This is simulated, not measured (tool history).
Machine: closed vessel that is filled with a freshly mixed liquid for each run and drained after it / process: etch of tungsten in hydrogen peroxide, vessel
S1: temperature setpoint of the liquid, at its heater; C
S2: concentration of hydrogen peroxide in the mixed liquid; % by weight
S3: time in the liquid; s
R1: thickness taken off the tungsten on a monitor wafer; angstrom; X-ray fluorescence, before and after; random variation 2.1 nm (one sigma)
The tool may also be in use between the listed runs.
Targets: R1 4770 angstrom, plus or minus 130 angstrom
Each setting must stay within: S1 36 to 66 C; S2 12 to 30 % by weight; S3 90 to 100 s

Run 1, hour 0: S1 52 C, S2 22.5 % by weight, S3 90 s. Result: R1 2622.2 angstrom.
Run 2, hour 7.8: S1 53.5 C, S2 22.5 % by weight, S3 90 s. Result: R1 2892.4 angstrom.
Run 3, hour 12.5: S1 54.5 C, S2 22.5 % by weight, S3 90 s. Result: R1 3051 angstrom.
Run 4, hour 19.6: S1 55.5 C, S2 22.5 % by weight, S3 90 s. Result: R1 3222.9 angstrom.
Run 5, hour 22.9: S1 51 C, S2 22.5 % by weight, S3 90 s. Result: R1 2475.6 angstrom.
Run 6, hour 25.6: S1 51 C, S2 25.5 % by weight, S3 90 s. Result: R1 2643.5 angstrom.
Run 7, hour 33.8: S1 59 C, S2 26 % by weight, S3 90 s. Result: R1 4261.6 angstrom.
Run 8, hour 37: S1 59.5 C, S2 26 % by weight, S3 90 s. Result: R1 4403.1 angstrom.
Run 9, hour 37.9: S1 59.5 C, S2 26 % by weight, S3 90 s. Result: R1 4366.8 angstrom.

Consider the 5 candidate settings below. Which is the only one whose results all fall within their allowed miss of target?
Run A, hour 38.8: S1 57.5 C, S2 26.5 % by weight, S3 90 s. Result: R1 ?.
Run B, hour 38.8: S1 60 C, S2 21.5 % by weight, S3 100 s. Result: R1 ?.
Run C, hour 38.8: S1 58 C, S2 28.5 % by weight, S3 90 s. Result: R1 ?.
Run D, hour 38.8: S1 63.5 C, S2 21 % by weight, S3 95 s. Result: R1 ?.
Run E, hour 38.8: S1 59.5 C, S2 30 % by weight, S3 90 s. Result: R1 ?.

move      R1
   A  3942.1
   B  4560.3
   C  4209.1
   D  5225.3
   E  4710.5
A: further off than the last run
B: gains on the last run, yet a result remains outside its allowed miss
C: further off than the last run
D: takes the biggest miss from the last run beyond its target
E: each result inside its tolerance
E is the move that brings every result within its allowed miss.

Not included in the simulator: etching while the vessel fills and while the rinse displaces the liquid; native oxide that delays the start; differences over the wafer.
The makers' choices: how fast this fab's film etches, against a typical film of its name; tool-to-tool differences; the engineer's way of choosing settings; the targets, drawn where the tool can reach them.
